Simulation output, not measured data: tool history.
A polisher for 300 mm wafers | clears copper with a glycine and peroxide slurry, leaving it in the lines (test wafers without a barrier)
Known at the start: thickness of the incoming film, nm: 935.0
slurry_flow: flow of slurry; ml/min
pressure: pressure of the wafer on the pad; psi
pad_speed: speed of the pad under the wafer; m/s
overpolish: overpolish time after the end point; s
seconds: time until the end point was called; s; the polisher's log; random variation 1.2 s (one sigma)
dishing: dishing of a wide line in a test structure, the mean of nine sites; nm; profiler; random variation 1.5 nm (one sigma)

run	hour	slurry_flow	pressure	pad_speed	overpolish	seconds	dishing
1	0	160	3.3	1.06	14	128.28	63.223
2	7.1	165	3.6	1.06	14	124.16	69.031
3	12.4	165	4	1.08	13	107.71	70.387
4	15.3	165	4.2	1.08	13	103	73.251
5	21.6	165	4.2	1.34	13	84.837	85.873
6	28.8	165	4.2	1.34	17	86.091	100.69

Run 7 comes next. What will it give?
7	34.2	165	4.1	1.34	16	?	?

seconds: 87.269 s
dishing: 95.518 nm

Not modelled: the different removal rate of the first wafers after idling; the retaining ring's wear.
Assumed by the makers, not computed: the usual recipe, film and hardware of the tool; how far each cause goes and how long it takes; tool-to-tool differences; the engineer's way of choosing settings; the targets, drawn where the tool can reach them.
